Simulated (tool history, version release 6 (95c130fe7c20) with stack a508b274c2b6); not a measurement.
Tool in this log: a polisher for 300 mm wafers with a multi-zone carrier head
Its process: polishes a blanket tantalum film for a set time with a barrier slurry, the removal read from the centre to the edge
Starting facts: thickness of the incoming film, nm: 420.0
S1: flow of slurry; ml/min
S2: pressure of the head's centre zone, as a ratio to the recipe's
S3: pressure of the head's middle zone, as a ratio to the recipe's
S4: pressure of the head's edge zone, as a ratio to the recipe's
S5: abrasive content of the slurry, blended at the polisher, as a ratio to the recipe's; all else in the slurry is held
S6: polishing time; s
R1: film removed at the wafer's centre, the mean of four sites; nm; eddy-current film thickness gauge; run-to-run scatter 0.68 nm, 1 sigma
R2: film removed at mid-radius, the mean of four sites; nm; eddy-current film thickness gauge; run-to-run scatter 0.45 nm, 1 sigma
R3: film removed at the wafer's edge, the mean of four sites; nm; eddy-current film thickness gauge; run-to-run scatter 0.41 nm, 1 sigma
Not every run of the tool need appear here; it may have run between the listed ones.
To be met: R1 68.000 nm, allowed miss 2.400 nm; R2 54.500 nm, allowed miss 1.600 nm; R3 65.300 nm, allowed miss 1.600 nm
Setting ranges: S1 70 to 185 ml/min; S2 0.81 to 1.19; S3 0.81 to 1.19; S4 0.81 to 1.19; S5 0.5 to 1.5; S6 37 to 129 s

{"run": 1, "hour": 0.0, "S1": 120, "S2": 1.0, "S3": 1.0, "S4": 1.0, "S5": 1.0, "S6": 83, "R1": 119.39, "R2": 120.62, "R3": 117.08}
{"run": 2, "hour": 6.1, "S1": 120, "S2": 1.0, "S3": 1.0, "S4": 1.0, "S5": 0.8, "S6": 83, "R1": 108.95, "R2": 110.74, "R3": 109.69}
{"run": 3, "hour": 10.6, "S1": 120, "S2": 0.96, "S3": 1.0, "S4": 1.0, "S5": 0.8, "S6": 83, "R1": 108.14, "R2": 111.65, "R3": 107.89}
{"run": 4, "hour": 11.8, "S1": 105, "S2": 0.96, "S3": 1.0, "S4": 1.0, "S5": 0.8, "S6": 83, "R1": 103.38, "R2": 106.7, "R3": 107.29}
{"run": 5, "hour": 19.4, "S1": 95, "S2": 0.99, "S3": 0.94, "S4": 0.95, "S5": 0.7, "S6": 74, "R1": 87.549, "R2": 85.999, "R3": 87.307}
{"run": 6, "hour": 24.1, "S1": 70, "S2": 0.99, "S3": 0.94, "S4": 0.95, "S5": 0.7, "S6": 74, "R1": 79.018, "R2": 78.604, "R3": 83.011}
{"run": 7, "hour": 24.9, "S1": 70, "S2": 1.09, "S3": 0.84, "S4": 0.96, "S5": 0.5, "S6": 55, "R1": 55.647, "R2": 45.29, "R3": 52.922}
{"run": 8, "hour": 28.6, "S1": 95, "S2": 1.08, "S3": 0.84, "S4": 1.0, "S5": 0.5, "S6": 55, "R1": 59.73, "R2": 48.793, "R3": 56.584}
{"run": 9, "hour": 33.8, "S1": 95, "S2": 1.08, "S3": 0.84, "S4": 1.0, "S5": 0.5, "S6": 55, "R1": 60.601, "R2": 49.217, "R3": 56.509}

Which one of the following 5 next-run settings gets every result inside its allowed miss? There is exactly one.
{"run": "A", "hour": 39.0, "S1": 175, "S2": 1.04, "S3": 1.13, "S4": 0.81, "S5": 0.5, "S6": 46, "R1": "?", "R2": "?", "R3": "?"}
{"run": "B", "hour": 39.0, "S1": 80, "S2": 0.94, "S3": 0.83, "S4": 1.07, "S5": 0.5, "S6": 65, "R1": "?", "R2": "?", "R3": "?"}
{"run": "C", "hour": 39.0, "S1": 85, "S2": 0.93, "S3": 0.95, "S4": 1.01, "S5": 0.6, "S6": 53, "R1": "?", "R2": "?", "R3": "?"}
{"run": "D", "hour": 39.0, "S1": 70, "S2": 1.09, "S3": 0.82, "S4": 1.0, "S5": 0.6, "S6": 61, "R1": "?", "R2": "?", "R3": "?"}
{"run": "E", "hour": 39.0, "S1": 70, "S2": 0.86, "S3": 0.81, "S4": 1.14, "S5": 0.6, "S6": 63, "R1": "?", "R2": "?", "R3": "?"}

move=A R1=55.071 R2=58.204 R3=46.602
move=B R1=58.553 R2=55.067 R3=66.787
move=C R1=52.852 R2=55.603 R3=58.774
move=D R1=67.292 R2=54.295 R3=65.286
move=E R1=54.727 R2=55.613 R3=71.656
A: lands further from the targets than the last run did
B: puts the biggest miss on target and leaves a different result outside tolerance
C: lands further from the targets than the last run did
D: meets every target
E: moves the result that the last run missed by most past its target, out the other side
So the answer is move D, the one that meets all the targets.
